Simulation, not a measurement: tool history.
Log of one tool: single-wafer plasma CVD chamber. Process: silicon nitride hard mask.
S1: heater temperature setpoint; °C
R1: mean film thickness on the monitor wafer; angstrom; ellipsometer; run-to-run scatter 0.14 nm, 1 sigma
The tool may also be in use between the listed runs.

run 1 hour=0.0 | S1=410 chamber_pressure_(mTorr)=1410 RF_power_(kW)=0.260 deposition_time_(s)=51.7 | R1=455.63
run 2 hour=4.7 | S1=410 chamber_pressure_(mTorr)=1280 RF_power_(kW)=0.255 deposition_time_(s)=51.7 | R1=431.64
run 3 hour=12.3 | S1=410 chamber_pressure_(mTorr)=1190 RF_power_(kW)=0.255 deposition_time_(s)=51.7 | R1=415.76
run 4 hour=16.7 | S1=410 chamber_pressure_(mTorr)=1280 RF_power_(kW)=0.255 deposition_time_(s)=51.7 | R1=428.62
run 5 hour=21.1 | S1=410 chamber_pressure_(mTorr)=1280 RF_power_(kW)=0.290 deposition_time_(s)=51.7 | R1=470.56
-- hour=26.9 RF generator calibrated
run 6 hour=26.9 | S1=410 chamber_pressure_(mTorr)=1170 RF_power_(kW)=0.285 deposition_time_(s)=51.7 | R1=462.46
run 7 hour=32.5 | S1=410 chamber_pressure_(mTorr)=1100 RF_power_(kW)=0.275 deposition_time_(s)=51.7 | R1=432.84

What does the tool deliver on the next run?
run 8 hour=34.0 | S1=410 chamber_pressure_(mTorr)=1040 RF_power_(kW)=0.270 deposition_time_(s)=51.7 | R1=?

{"run 8": {"R1": 418.17}}
